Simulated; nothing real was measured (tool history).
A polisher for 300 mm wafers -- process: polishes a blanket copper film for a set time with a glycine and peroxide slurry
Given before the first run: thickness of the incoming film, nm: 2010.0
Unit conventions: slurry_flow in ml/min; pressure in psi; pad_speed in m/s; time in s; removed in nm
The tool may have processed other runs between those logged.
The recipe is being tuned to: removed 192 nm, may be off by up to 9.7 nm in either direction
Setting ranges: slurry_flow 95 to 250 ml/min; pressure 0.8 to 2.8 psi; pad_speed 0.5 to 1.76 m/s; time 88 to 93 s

run 1 hour=0 | slurry_flow=160 pressure=1.8 pad_speed=1.12 time=88 | removed=336.31
run 2 hour=5.1 | slurry_flow=160 pressure=1.6 pad_speed=1.08 time=88 | removed=299.21
run 3 hour=7.6 | slurry_flow=180 pressure=1.6 pad_speed=1.08 time=88 | removed=300.8
run 4 hour=12.6 | slurry_flow=145 pressure=1.6 pad_speed=1.08 time=88 | removed=294.27
run 5 hour=14.4 | slurry_flow=145 pressure=1.5 pad_speed=1.06 time=88 | removed=287.29
run 6 hour=20.2 | slurry_flow=145 pressure=1.4 pad_speed=1 time=88 | removed=257.45
run 7 hour=26.7 | slurry_flow=145 pressure=1.3 pad_speed=0.98 time=88 | removed=239.68
run 8 hour=34.1 | slurry_flow=145 pressure=1.2 pad_speed=0.98 time=88 | removed=227.35
run 9 hour=39 | slurry_flow=145 pressure=1.1 pad_speed=0.98 time=88 | removed=208.53

Next run, 5 choices. One meets every target within its allowed miss, the rest don't. Which?
run A hour=43.9 | slurry_flow=140 pressure=1.2 pad_speed=0.94 time=91 | removed=?
run B hour=43.9 | slurry_flow=160 pressure=1 pad_speed=0.82 time=90 | removed=?
run C hour=43.9 | slurry_flow=115 pressure=1 pad_speed=1.22 time=93 | removed=?
run D hour=43.9 | slurry_flow=140 pressure=1 pad_speed=1.08 time=93 | removed=?
run E hour=43.9 | slurry_flow=150 pressure=1.1 pad_speed=1.04 time=91 | removed=?

move=A removed=223.49
move=B removed=188.33
move=C removed=224.44
move=D removed=218.71
move=E removed=226.01
A: lands further from the targets than the last run did
B: meets every target
C: lands further from the targets than the last run did
D: lands further from the targets than the last run did
E: lands further from the targets than the last run did
So the answer is move B, the one that meets all the targets.
